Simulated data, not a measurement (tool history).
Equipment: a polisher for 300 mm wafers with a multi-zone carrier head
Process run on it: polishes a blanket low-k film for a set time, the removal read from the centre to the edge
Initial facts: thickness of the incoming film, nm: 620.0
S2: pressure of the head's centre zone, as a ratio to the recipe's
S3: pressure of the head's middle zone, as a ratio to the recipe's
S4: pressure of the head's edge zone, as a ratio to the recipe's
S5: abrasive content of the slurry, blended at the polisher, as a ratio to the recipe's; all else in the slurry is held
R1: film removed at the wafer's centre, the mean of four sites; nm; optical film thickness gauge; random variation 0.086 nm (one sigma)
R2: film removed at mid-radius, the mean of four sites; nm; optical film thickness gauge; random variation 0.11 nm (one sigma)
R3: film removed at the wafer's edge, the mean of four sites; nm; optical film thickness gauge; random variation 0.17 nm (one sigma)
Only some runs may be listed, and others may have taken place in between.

{"run": 1, "hour": 0.0, "flow of slurry (ml/min)": 150, "S2": 1, "S3": 1, "S4": 1, "S5": 1, "polishing time (s)": 45, "R1": 21.29, "R2": 20.002, "R3": 19.777}
{"run": 2, "hour": 1.9, "flow of slurry (ml/min)": 150, "S2": 0.98, "S3": 1, "S4": 0.95, "S5": 0.85, "polishing time (s)": 44, "R1": 18.601, "R2": 17.736, "R3": 17.524}
{"run": 3, "hour": 7.9, "flow of slurry (ml/min)": 150, "S2": 0.98, "S3": 1, "S4": 0.9, "S5": 0.85, "polishing time (s)": 44, "R1": 18.706, "R2": 17.844, "R3": 17.04}
{"run": 4, "hour": 10.8, "flow of slurry (ml/min)": 165, "S2": 0.98, "S3": 1, "S4": 0.9, "S5": 0.85, "polishing time (s)": 44, "R1": 18.796, "R2": 18.099, "R3": 17.424}
{"run": 5, "hour": 15.5, "flow of slurry (ml/min)": 145, "S2": 0.97, "S3": 1.01, "S4": 0.88, "S5": 0.75, "polishing time (s)": 44, "R1": 16.946, "R2": 16.727, "R3": 15.836}
{"run": 6, "hour": 20.0, "flow of slurry (ml/min)": 135, "S2": 0.97, "S3": 1.02, "S4": 0.86, "S5": 0.7, "polishing time (s)": 44, "R1": 15.816, "R2": 15.381, "R3": 14.617}
{"run": 7, "hour": 23.0, "flow of slurry (ml/min)": 125, "S2": 0.97, "S3": 1.04, "S4": 0.85, "S5": 0.7, "polishing time (s)": 44, "R1": 15.364, "R2": 15.511, "R3": 13.833}
{"run": 8, "hour": 32.0, "flow of slurry (ml/min)": 115, "S2": 0.96, "S3": 1.03, "S4": 0.84, "S5": 0.7, "polishing time (s)": 44, "R1": 14.894, "R2": 15.134, "R3": 13.985}
{"run": 9, "hour": 34.9, "flow of slurry (ml/min)": 115, "S2": 0.96, "S3": 1.03, "S4": 0.84, "S5": 0.7, "polishing time (s)": 44, "R1": 15.087, "R2": 15.198, "R3": 13.527}
{"run": 10, "hour": 36.0, "flow of slurry (ml/min)": 110, "S2": 0.95, "S3": 1.02, "S4": 0.83, "S5": 0.7, "polishing time (s)": 44, "R1": 14.318, "R2": 14.837, "R3": 13.589}

Estimate the outcome of run 11 from the log above:
{"run": 11, "hour": 42.2, "flow of slurry (ml/min)": 105, "S2": 0.96, "S3": 1.02, "S4": 0.82, "S5": 0.7, "polishing time (s)": 44, "R1": "?", "R2": "?", "R3": "?"}

Run 11 measured R1 14.409 nm, R2 14.467 nm, R3 13.261 nm.
